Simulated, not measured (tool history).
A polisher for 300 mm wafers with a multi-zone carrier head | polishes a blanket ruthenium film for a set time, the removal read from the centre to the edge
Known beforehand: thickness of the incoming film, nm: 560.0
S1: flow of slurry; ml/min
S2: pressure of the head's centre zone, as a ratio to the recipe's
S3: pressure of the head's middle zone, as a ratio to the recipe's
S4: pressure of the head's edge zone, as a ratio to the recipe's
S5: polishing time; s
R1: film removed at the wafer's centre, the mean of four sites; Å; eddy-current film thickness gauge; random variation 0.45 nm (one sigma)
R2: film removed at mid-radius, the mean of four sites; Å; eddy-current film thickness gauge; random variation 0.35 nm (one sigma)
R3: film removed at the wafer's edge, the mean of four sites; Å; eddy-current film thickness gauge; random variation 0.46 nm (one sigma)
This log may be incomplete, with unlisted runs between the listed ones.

run	day	S1	S2	S3	S4	S5	R1	R2	R3
1	0.000	160	1.00	1.00	1.00	62	614.96	630.36	627.35
2	0.242	160	1.00	1.05	1.00	62	634.20	651.86	634.15
3	0.296	160	1.00	1.00	1.00	62	633.28	628.92	624.39
4	0.542	160	0.95	1.00	1.00	62	597.63	633.96	617.72
5	0.721	140	0.95	0.95	0.98	52	480.32	492.35	508.49
6	0.833	140	0.95	0.88	0.98	52	471.84	465.07	505.38
7	0.950	135	0.95	0.88	0.94	45	402.30	394.04	430.00
8	1.075	135	0.95	0.89	0.91	41	371.44	360.55	386.66
9	1.138	125	0.91	0.89	0.82	32	280.13	280.74	295.11

What will run 10 give?
10	1.488	135	0.92	0.89	0.83	32	?	?	?

{"run 10": {"R1": 287.53, "R2": 284.56, "R3": 292.89}}
